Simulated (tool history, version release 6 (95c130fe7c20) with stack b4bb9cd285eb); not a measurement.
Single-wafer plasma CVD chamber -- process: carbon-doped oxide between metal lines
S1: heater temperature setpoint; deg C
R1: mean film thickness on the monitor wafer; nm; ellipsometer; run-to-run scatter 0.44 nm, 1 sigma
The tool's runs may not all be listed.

run 1 hour=0 | S1=345 chamber_pressure_(Torr)=6.2 RF_power_(kW)=0.515 deposition_time_(s)=32.2 | R1=170.76
run 2 hour=8.2 | S1=342 chamber_pressure_(Torr)=6.44 RF_power_(kW)=0.535 deposition_time_(s)=32.2 | R1=175.39
run 3 hour=15.6 | S1=347 chamber_pressure_(Torr)=6.44 RF_power_(kW)=0.535 deposition_time_(s)=32.2 | R1=173.52
run 4 hour=20.7 | S1=347 chamber_pressure_(Torr)=7.04 RF_power_(kW)=0.535 deposition_time_(s)=32.2 | R1=174.97
run 5 hour=22.4 | S1=347 chamber_pressure_(Torr)=7.04 RF_power_(kW)=0.535 deposition_time_(s)=32.2 | R1=175
run 6 hour=27.5 | S1=345 chamber_pressure_(Torr)=7.2 RF_power_(kW)=0.555 deposition_time_(s)=32.3 | R1=179.85
run 7 hour=29.6 | S1=344 chamber_pressure_(Torr)=7.27 RF_power_(kW)=0.57 deposition_time_(s)=32.4 | R1=183.25
run 8 hour=31.1 | S1=343 chamber_pressure_(Torr)=7.33 RF_power_(kW)=0.585 deposition_time_(s)=32.4 | R1=186.04
run 9 hour=36.7 | S1=342 chamber_pressure_(Torr)=7.39 RF_power_(kW)=0.595 deposition_time_(s)=32.4 | R1=188.35
run 10 hour=40.4 | S1=341 chamber_pressure_(Torr)=7.43 RF_power_(kW)=0.6 deposition_time_(s)=32.4 | R1=189.63

Run 11 comes next. What will it give?
run 11 hour=42.4 | S1=341 chamber_pressure_(Torr)=7.43 RF_power_(kW)=0.6 deposition_time_(s)=32.4 | R1=?

{"run 11": {"R1": 190.03}}

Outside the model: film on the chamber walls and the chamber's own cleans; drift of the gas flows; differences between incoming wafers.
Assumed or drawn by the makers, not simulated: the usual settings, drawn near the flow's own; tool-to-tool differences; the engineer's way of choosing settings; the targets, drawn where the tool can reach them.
